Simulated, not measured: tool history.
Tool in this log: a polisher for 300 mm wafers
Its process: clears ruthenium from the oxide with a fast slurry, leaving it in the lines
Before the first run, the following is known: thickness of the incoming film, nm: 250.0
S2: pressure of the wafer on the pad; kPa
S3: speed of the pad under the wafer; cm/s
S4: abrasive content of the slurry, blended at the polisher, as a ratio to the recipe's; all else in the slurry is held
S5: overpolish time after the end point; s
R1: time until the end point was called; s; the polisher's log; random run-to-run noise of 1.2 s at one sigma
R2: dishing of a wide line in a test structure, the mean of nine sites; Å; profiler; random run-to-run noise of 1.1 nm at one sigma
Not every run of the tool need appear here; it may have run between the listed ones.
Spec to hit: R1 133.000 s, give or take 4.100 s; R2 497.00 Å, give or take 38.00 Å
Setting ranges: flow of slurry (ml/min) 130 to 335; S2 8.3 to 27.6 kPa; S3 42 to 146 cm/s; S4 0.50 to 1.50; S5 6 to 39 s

{"run": 1, "hour": 0.0, "flow of slurry (ml/min)": 215, "S2": 17.9, "S3": 94, "S4": 1.0, "S5": 20, "R1": 79.373, "R2": 492.23}
{"run": 2, "hour": 7.1, "flow of slurry (ml/min)": 215, "S2": 17.9, "S3": 94, "S4": 1.2, "S5": 20, "R1": 77.127, "R2": 495.78}
{"run": 3, "hour": 8.2, "flow of slurry (ml/min)": 210, "S2": 16.5, "S3": 94, "S4": 1.2, "S5": 22, "R1": 82.416, "R2": 509.2}
{"run": 4, "hour": 8.8, "flow of slurry (ml/min)": 210, "S2": 16.5, "S3": 78, "S4": 1.2, "S5": 22, "R1": 100.03, "R2": 451.04}
{"run": 5, "hour": 13.8, "flow of slurry (ml/min)": 210, "S2": 13.8, "S3": 78, "S4": 1.2, "S5": 22, "R1": 114.96, "R2": 369.57}
{"run": 6, "hour": 19.0, "flow of slurry (ml/min)": 210, "S2": 13.8, "S3": 78, "S4": 1.2, "S5": 24, "R1": 114.23, "R2": 441.58}
{"run": 7, "hour": 25.1, "flow of slurry (ml/min)": 205, "S2": 13.1, "S3": 78, "S4": 1.2, "S5": 25, "R1": 119.15, "R2": 416.77}
{"run": 8, "hour": 29.3, "flow of slurry (ml/min)": 205, "S2": 13.1, "S3": 78, "S4": 1.2, "S5": 26, "R1": 121.07, "R2": 430.83}
{"run": 9, "hour": 33.9, "flow of slurry (ml/min)": 200, "S2": 13.1, "S3": 78, "S4": 1.2, "S5": 27, "R1": 121.16, "R2": 445.54}
{"run": 10, "hour": 40.3, "flow of slurry (ml/min)": 195, "S2": 13.1, "S3": 78, "S4": 1.2, "S5": 28, "R1": 122.29, "R2": 446.49}
{"run": 11, "hour": 48.8, "flow of slurry (ml/min)": 195, "S2": 13.1, "S3": 78, "S4": 1.2, "S5": 29, "R1": 122.1, "R2": 488.76}
{"run": 12, "hour": 54.0, "flow of slurry (ml/min)": 190, "S2": 13.1, "S3": 78, "S4": 1.2, "S5": 29, "R1": 121.34, "R2": 481.37}
{"run": 13, "hour": 55.9, "flow of slurry (ml/min)": 190, "S2": 13.1, "S3": 78, "S4": 1.2, "S5": 30, "R1": 124.26, "R2": 476.82}
{"run": 14, "hour": 61.7, "flow of slurry (ml/min)": 185, "S2": 13.1, "S3": 78, "S4": 1.2, "S5": 31, "R1": 122.8, "R2": 509.34}
{"run": 15, "hour": 67.4, "flow of slurry (ml/min)": 180, "S2": 13.1, "S3": 78, "S4": 1.2, "S5": 31, "R1": 122.97, "R2": 491.18}

Of the 4 settings listed for the next run, only one would bring every result within its allowed miss of target. Which one?
{"run": "A", "hour": 73.1, "flow of slurry (ml/min)": 160, "S2": 13.8, "S3": 66, "S4": 1.2, "S5": 38, "R1": "?", "R2": "?"}
{"run": "B", "hour": 73.1, "flow of slurry (ml/min)": 225, "S2": 12.4, "S3": 90, "S4": 0.95, "S5": 24, "R1": "?", "R2": "?"}
{"run": "C", "hour": 73.1, "flow of slurry (ml/min)": 195, "S2": 13.1, "S3": 82, "S4": 1.25, "S5": 31, "R1": "?", "R2": "?"}
{"run": "D", "hour": 73.1, "flow of slurry (ml/min)": 220, "S2": 16.5, "S3": 54, "S4": 1.4, "S5": 34, "R1": "?", "R2": "?"}

move=A R1=141.380 R2=502.91
move=B R1=117.860 R2=399.77
move=C R1=114.800 R2=504.79
move=D R1=132.260 R2=485.16
A: takes the biggest miss from the last run beyond its target
B: lands further from the targets than the last run did
C: lands further from the targets than the last run did
D: hits every target within its allowed miss
Go with D: it meets all targets.

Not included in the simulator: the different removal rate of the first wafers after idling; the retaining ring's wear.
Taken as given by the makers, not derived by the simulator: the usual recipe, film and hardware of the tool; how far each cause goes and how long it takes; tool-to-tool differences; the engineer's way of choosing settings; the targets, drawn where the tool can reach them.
